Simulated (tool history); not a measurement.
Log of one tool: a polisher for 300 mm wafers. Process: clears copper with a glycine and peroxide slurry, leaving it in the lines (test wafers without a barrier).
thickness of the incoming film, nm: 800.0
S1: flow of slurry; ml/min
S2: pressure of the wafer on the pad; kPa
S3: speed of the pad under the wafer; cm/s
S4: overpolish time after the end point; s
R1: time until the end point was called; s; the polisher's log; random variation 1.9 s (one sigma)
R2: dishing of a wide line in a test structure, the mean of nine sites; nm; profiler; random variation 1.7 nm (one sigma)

| run | hour | S1 | S2 | S3 | S4 | R1 | R2 |
|---|---|---|---|---|---|---|---|
| 1 | 0 | 235 | 22.8 | 104 | 13 | 102.7 | 79.165 |
| 2 | 8.4 | 235 | 22.8 | 104 | 8 | 103.42 | 47.823 |
| 3 | 12.2 | 235 | 20.7 | 102 | 10 | 109.62 | 54.388 |
| 4 | 14.8 | 235 | 24.1 | 102 | 10 | 98.819 | 61.855 |
| 5 | 23.1 | 290 | 24.1 | 102 | 10 | 96.183 | 64.347 |
| 6 | 25 | 290 | 24.1 | 102 | 7 | 94.65 | 44.797 |
| 7 | 30.6 | 285 | 22.1 | 100 | 9 | 102.96 | 52.52 |
| 8 | 37.6 | 280 | 20 | 98 | 10 | 115.85 | 54.166 |
| 9 | 43.7 | 280 | 18.6 | 98 | 11 | 123.41 | 54.189 |
| 10 | 49.6 | 280 | 17.9 | 98 | 12 | 122.91 | 58.259 |
| 11 | 57.2 | 280 | 17.2 | 96 | 13 | 132.41 | 59.086 |

Forecast run 12:
| 12 | 58.9 | 280 | 16.5 | 96 | 14 | ? | ? |

R1: 135.29 s
R2: 60.262 nm
